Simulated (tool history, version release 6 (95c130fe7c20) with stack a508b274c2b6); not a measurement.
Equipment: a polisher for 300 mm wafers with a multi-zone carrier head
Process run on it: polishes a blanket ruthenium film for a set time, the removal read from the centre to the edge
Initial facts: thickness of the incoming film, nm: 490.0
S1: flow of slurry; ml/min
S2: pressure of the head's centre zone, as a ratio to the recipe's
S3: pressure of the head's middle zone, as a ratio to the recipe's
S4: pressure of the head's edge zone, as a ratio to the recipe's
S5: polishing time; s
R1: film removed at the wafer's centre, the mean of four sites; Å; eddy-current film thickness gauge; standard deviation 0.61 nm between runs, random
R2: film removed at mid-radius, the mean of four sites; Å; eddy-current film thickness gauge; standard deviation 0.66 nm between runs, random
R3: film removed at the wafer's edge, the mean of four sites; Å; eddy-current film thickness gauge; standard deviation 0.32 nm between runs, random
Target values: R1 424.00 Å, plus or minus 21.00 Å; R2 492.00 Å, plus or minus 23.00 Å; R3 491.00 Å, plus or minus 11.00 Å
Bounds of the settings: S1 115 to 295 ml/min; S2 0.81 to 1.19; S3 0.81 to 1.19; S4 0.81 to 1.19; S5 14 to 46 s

| run | hour | S1 | S2 | S3 | S4 | S5 | R1 | R2 | R3 |
|---|---|---|---|---|---|---|---|---|---|
| 1 | 0.0 | 190 | 1.00 | 1.00 | 1.00 | 30 | 334.63 | 341.69 | 347.65 |
| 2 | 1.7 | 195 | 1.00 | 1.01 | 1.02 | 31 | 359.52 | 360.28 | 357.48 |
| 3 | 5.8 | 190 | 0.98 | 1.01 | 1.03 | 32 | 362.09 | 356.23 | 371.40 |
| 4 | 13.5 | 185 | 0.96 | 1.03 | 1.02 | 33 | 353.60 | 377.02 | 378.22 |
| 5 | 17.7 | 185 | 0.95 | 1.04 | 1.03 | 34 | 370.93 | 395.36 | 394.10 |
| 6 | 18.2 | 210 | 0.95 | 1.04 | 1.03 | 34 | 379.15 | 408.52 | 402.76 |
| 7 | 23.9 | 260 | 0.93 | 1.09 | 1.13 | 37 | 429.21 | 478.59 | 465.56 |
|  | 24.8 | slurry nozzle cleaned |
| 8 | 24.8 | 260 | 0.92 | 1.09 | 1.14 | 37 | 433.77 | 495.23 | 480.49 |

Which of these 5 next moves meets every target?
| A | 25.7 | 285 | 0.91 | 1.14 | 1.14 | 35 | ? | ? | ? |
| B | 25.7 | 230 | 0.87 | 1.04 | 1.09 | 39 | ? | ? | ? |
| C | 25.7 | 235 | 0.87 | 1.11 | 1.05 | 38 | ? | ? | ? |
| D | 25.7 | 270 | 0.88 | 1.14 | 1.16 | 35 | ? | ? | ? |
| E | 25.7 | 285 | 0.95 | 1.05 | 1.15 | 35 | ? | ? | ? |

| move | R1 | R2 | R3 |
|---|---|---|---|
| A | 413.77 | 486.91 | 456.24 |
| B | 428.05 | 489.15 | 489.40 |
| C | 418.60 | 505.31 | 469.61 |
| D | 397.43 | 484.14 | 457.85 |
| E | 431.84 | 453.72 | 458.62 |
A: the biggest miss grows against the last run
B: each result inside its tolerance
C: the biggest miss grows against the last run
D: the biggest miss grows against the last run
E: the biggest miss grows against the last run
The right move is B.
